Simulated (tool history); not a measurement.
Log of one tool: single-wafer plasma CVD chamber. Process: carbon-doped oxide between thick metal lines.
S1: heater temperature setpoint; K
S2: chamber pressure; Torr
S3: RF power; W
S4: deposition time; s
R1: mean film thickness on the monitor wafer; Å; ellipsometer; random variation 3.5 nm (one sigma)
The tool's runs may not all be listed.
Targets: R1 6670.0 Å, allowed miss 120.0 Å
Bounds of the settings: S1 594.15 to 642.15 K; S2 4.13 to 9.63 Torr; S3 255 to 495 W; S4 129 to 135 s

run  hour      S1    S2   S3   S4      R1
  1   0.0  618.15  6.88  375  135  5865.4
  2   3.1  617.15  7.00  380  135  5953.2
  3   5.3  616.15  7.12  385  135  5994.6
  4  10.1  615.15  7.15  390  135  6047.3
  5  18.5  615.15  7.15  345  135  5548.4
  6  23.2  615.15  7.15  305  135  5063.1
  7  28.0  614.15  7.21  320  135  5290.3
  8  36.0  614.15  7.21  320  135  5315.8
  9  36.9  614.15  7.21  320  135  5315.2
 10  45.6  612.15  7.32  330  135  5459.3
 11  49.0  610.15  7.42  340  135  5598.4
 12  56.2  609.15  7.49  350  135  5805.3
 13  62.1  607.15  7.60  355  135  5901.9
 14  63.4  606.15  7.69  360  135  6006.2
 15  68.9  606.15  7.69  360  135  5936.1
 16  77.0  606.15  7.69  360  135  5950.7
 17  80.0  605.15  7.74  365  135  6081.6

Which of these 5 next moves meets every target?
  A  83.0  594.15  8.85  415  135   ?
  B  83.0  607.15  8.18  320  129   ?
  C  83.0  603.15  7.37  370  131   ?
  D  83.0  600.15  6.85  315  131   ?
  E  83.0  612.15  9.63  450  129   ?

move      R1
   A  7061.4
   B  5295.4
   C  5996.5
   D  5356.4
   E  6724.8
A: takes the result that was furthest off past its target
B: further off than the last run
C: further off than the last run
D: further off than the last run
E: meets every target
The right move is E.
